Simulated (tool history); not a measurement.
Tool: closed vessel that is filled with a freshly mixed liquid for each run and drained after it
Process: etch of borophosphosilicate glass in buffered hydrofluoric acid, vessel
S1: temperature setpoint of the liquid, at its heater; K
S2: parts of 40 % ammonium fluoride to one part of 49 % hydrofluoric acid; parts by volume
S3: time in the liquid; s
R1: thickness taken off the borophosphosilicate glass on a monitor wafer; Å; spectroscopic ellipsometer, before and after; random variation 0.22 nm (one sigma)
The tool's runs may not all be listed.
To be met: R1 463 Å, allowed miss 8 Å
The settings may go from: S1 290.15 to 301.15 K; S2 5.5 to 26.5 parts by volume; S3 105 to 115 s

run 1 hour=0 | S1=293.15 S2=16 S3=105 | R1=635.66
run 2 hour=2.7 | S1=293.15 S2=16 S3=105 | R1=634.5
run 3 hour=5.1 | S1=295.15 S2=16 S3=105 | R1=715.15
run 4 hour=10.5 | S1=293.15 S2=16 S3=105 | R1=633.92
run 5 hour=14 | S1=293.15 S2=16 S3=115 | R1=698.02
run 6 hour=17.9 | S1=293.15 S2=20 S3=115 | R1=558
run 7 hour=21.9 | S1=292.15 S2=20 S3=115 | R1=525.11
run 8 hour=24.7 | S1=291.65 S2=20 S3=115 | R1=514.37
run 9 hour=30.2 | S1=291.15 S2=20 S3=115 | R1=499.33
run 10 hour=33.6 | S1=290.65 S2=20 S3=115 | R1=485.41

4 next moves are on the table. One of them brings every result within its allowed miss. Which?
run A hour=37 | S1=290.15 S2=17.5 S3=105 | R1=?
run B hour=37 | S1=290.65 S2=18 S3=110 | R1=?
run C hour=37 | S1=290.65 S2=22.5 S3=115 | R1=?
run D hour=37 | S1=290.15 S2=18.5 S3=105 | R1=?

move=A R1=489.96
move=B R1=513.43
move=C R1=445.5
move=D R1=463.67
A: further off than the last run
B: further off than the last run
C: takes the result that was furthest off past its target
D: meets every target
Move D is the one to make.

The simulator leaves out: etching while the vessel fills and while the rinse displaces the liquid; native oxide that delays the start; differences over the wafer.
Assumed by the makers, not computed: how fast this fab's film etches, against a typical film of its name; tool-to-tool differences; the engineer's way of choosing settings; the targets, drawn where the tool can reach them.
